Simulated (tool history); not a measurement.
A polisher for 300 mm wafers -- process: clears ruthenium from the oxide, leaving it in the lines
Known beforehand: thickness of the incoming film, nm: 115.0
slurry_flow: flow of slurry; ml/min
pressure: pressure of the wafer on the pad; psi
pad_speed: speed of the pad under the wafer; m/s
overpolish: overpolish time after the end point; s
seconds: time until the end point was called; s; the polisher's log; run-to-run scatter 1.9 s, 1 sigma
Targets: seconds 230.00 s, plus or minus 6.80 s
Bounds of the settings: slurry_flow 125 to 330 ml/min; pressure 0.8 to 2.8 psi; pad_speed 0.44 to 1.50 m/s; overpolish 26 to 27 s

{"run": 1, "hour": 0.0, "slurry_flow": 210, "pressure": 1.8, "pad_speed": 0.96, "overpolish": 26, "seconds": 117.27}
{"run": 2, "hour": 3.4, "slurry_flow": 205, "pressure": 1.5, "pad_speed": 0.94, "overpolish": 26, "seconds": 135.69}
{"run": 3, "hour": 10.6, "slurry_flow": 205, "pressure": 1.5, "pad_speed": 0.94, "overpolish": 26, "seconds": 133.4}
{"run": 4, "hour": 15.7, "slurry_flow": 205, "pressure": 1.5, "pad_speed": 0.94, "overpolish": 27, "seconds": 135.34}
{"run": 5, "hour": 24.4, "slurry_flow": 205, "pressure": 1.3, "pad_speed": 0.88, "overpolish": 27, "seconds": 153.78}
{"run": 6, "hour": 30.6, "slurry_flow": 205, "pressure": 1.3, "pad_speed": 1.1, "overpolish": 27, "seconds": 127.82}
{"run": 7, "hour": 33.5, "slurry_flow": 200, "pressure": 1.2, "pad_speed": 1.0, "overpolish": 27, "seconds": 144.86}
{"run": 8, "hour": 39.5, "slurry_flow": 200, "pressure": 1.1, "pad_speed": 0.92, "overpolish": 27, "seconds": 159.95}
{"run": 9, "hour": 45.4, "slurry_flow": 200, "pressure": 1.0, "pad_speed": 0.84, "overpolish": 27, "seconds": 181.33}
{"run": 10, "hour": 48.1, "slurry_flow": 200, "pressure": 0.9, "pad_speed": 0.8, "overpolish": 27, "seconds": 199.27}
{"run": 11, "hour": 53.1, "slurry_flow": 200, "pressure": 0.9, "pad_speed": 0.78, "overpolish": 27, "seconds": 204.5}
{"run": 12, "hour": 60.6, "slurry_flow": 200, "pressure": 0.9, "pad_speed": 0.76, "overpolish": 27, "seconds": 208.38}
{"run": 13, "hour": 61.3, "slurry_flow": 200, "pressure": 0.9, "pad_speed": 0.74, "overpolish": 27, "seconds": 212.51}

Below are 4 possible settings for the next run. Only one of them brings all results inside the allowed miss of their targets. Which is it?
{"run": "A", "hour": 62.0, "slurry_flow": 280, "pressure": 1.3, "pad_speed": 0.52, "overpolish": 26, "seconds": "?"}
{"run": "B", "hour": 62.0, "slurry_flow": 200, "pressure": 0.8, "pad_speed": 0.64, "overpolish": 26, "seconds": "?"}
{"run": "C", "hour": 62.0, "slurry_flow": 170, "pressure": 0.8, "pad_speed": 0.78, "overpolish": 26, "seconds": "?"}
{"run": "D", "hour": 62.0, "slurry_flow": 200, "pressure": 1.1, "pad_speed": 0.54, "overpolish": 27, "seconds": "?"}

move=A seconds=228.40
move=B seconds=250.95
move=C seconds=217.87
move=D seconds=250.94
A: every result within its allowed miss
B: moves the result that the last run missed by most past its target, out the other side
C: moves toward the targets from the last run without getting all of them in spec
D: moves the result that the last run missed by most past its target, out the other side
Move A is the one to make.
